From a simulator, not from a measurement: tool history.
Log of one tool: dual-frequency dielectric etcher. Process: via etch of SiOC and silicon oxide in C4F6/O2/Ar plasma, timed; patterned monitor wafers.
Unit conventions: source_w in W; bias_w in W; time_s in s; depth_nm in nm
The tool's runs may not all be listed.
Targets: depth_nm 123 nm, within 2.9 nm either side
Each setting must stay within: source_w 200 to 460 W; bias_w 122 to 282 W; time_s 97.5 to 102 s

run 1 hour=0 | source_w=330 bias_w=202 time_s=97.5 | depth_nm=108.05
run 2 hour=5.1 | source_w=340 bias_w=204 time_s=97.5 | depth_nm=108.05
run 3 hour=12.8 | source_w=390 bias_w=204 time_s=97.5 | depth_nm=114.72
run 4 hour=15.1 | source_w=390 bias_w=204 time_s=97.5 | depth_nm=114.41
run 5 hour=22 | source_w=400 bias_w=206 time_s=97.5 | depth_nm=116.82
run 6 hour=28.8 | source_w=400 bias_w=206 time_s=97.5 | depth_nm=115.43
run 7 hour=30.9 | source_w=400 bias_w=208 time_s=97.5 | depth_nm=117.84
run 8 hour=35.6 | source_w=400 bias_w=209 time_s=97.5 | depth_nm=118.75
run 9 hour=38.7 | source_w=410 bias_w=211 time_s=97.5 | depth_nm=117.87
run 10 hour=45.3 | source_w=410 bias_w=211 time_s=97.5 | depth_nm=118.78
run 11 hour=51.5 | source_w=410 bias_w=211 time_s=97.5 | depth_nm=118.38
run 12 hour=56.3 | source_w=410 bias_w=212 time_s=97.5 | depth_nm=117.54
run 13 hour=57.1 | source_w=410 bias_w=213 time_s=97.5 | depth_nm=119.48
run 14 hour=64.5 | source_w=420 bias_w=215 time_s=97.5 | depth_nm=120.55

Pick the move, out of 4, that brings all results within their allowed miss; only one does.
run A hour=71.9 | source_w=410 bias_w=211 time_s=100.5 | depth_nm=?
run B hour=71.9 | source_w=310 bias_w=251 time_s=100.5 | depth_nm=?
run C hour=71.9 | source_w=380 bias_w=228 time_s=97.5 | depth_nm=?
run D hour=71.9 | source_w=390 bias_w=198 time_s=97.5 | depth_nm=?

move=A depth_nm=121.58
move=B depth_nm=116.18
move=C depth_nm=117.5
move=D depth_nm=113.71
A: every result within its allowed miss
B: further off than the last run
C: further off than the last run
D: further off than the last run
A meets every target.
